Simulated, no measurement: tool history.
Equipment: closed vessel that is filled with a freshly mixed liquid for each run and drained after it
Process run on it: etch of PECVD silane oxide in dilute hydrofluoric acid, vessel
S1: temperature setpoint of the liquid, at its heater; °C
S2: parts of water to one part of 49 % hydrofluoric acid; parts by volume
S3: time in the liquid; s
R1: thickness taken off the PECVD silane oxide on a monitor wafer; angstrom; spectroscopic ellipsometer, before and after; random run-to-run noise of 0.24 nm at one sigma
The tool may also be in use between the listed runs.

Run 1, hour 0: S1 25 °C, S2 235 parts by volume, S3 435 s. Result: R1 819.14 angstrom.
Run 2, hour 8.4: S1 25 °C, S2 235 parts by volume, S3 470 s. Result: R1 891.74 angstrom.
Run 3, hour 10.3: S1 25 °C, S2 270 parts by volume, S3 470 s. Result: R1 749.14 angstrom.
Run 4, hour 13: S1 28 °C, S2 270 parts by volume, S3 470 s. Result: R1 825.95 angstrom.
Run 5, hour 20.4: S1 28 °C, S2 270 parts by volume, S3 470 s. Result: R1 827.2 angstrom.
Run 6, hour 26.6: S1 26.5 °C, S2 275 parts by volume, S3 470 s. Result: R1 758.11 angstrom.
Run 7, hour 33.5: S1 25 °C, S2 275 parts by volume, S3 470 s. Result: R1 727.5 angstrom.

The next listed run, before its measurement:
Run 8, hour 35: S1 21 °C, S2 295 parts by volume, S3 470 s. Result: R1 ?.

Run 8 produced R1 576.86 angstrom.

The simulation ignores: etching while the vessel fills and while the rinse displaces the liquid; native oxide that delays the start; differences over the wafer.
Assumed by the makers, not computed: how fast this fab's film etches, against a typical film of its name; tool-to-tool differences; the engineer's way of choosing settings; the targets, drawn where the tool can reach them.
